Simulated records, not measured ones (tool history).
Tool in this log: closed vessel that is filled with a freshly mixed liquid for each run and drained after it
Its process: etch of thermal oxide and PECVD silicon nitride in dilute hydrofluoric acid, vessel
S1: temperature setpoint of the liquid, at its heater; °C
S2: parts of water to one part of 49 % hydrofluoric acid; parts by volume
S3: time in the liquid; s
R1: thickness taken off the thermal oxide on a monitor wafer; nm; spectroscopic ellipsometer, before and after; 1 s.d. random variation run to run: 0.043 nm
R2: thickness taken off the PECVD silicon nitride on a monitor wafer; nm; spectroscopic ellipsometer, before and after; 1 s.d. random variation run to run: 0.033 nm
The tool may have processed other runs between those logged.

run	hour	S1	S2	S3	R1	R2
1	0	26	205	980	21.526	13.989
2	0.8	28.5	205	980	23.753	16.352
3	3.4	28.5	205	1345	32.865	22.199
4	8.2	27	205	1345	30.174	20.234
5	14.3	27	270	1345	21.799	15.572
6	22.4	27	270	1060	16.986	12.18
7	29.9	26	280	1010	14.996	10.768
8	36.5	25	285	945	13.253	9.0585
9	40.9	25	285	945	13.442	9.1308
10	43.8	24.5	295	895	11.706	8.2407
11	50.4	24.5	295	895	11.884	8.1474
12	51.4	24	305	860	10.756	7.3338
13	56.5	23.5	310	825	9.8931	6.5919
14	65	23	315	795	9.2448	6.1038

Predict the results of run 15:
15	65.8	22.5	320	770	?	?

R1: 8.6894 nm
R2: 5.68 nm
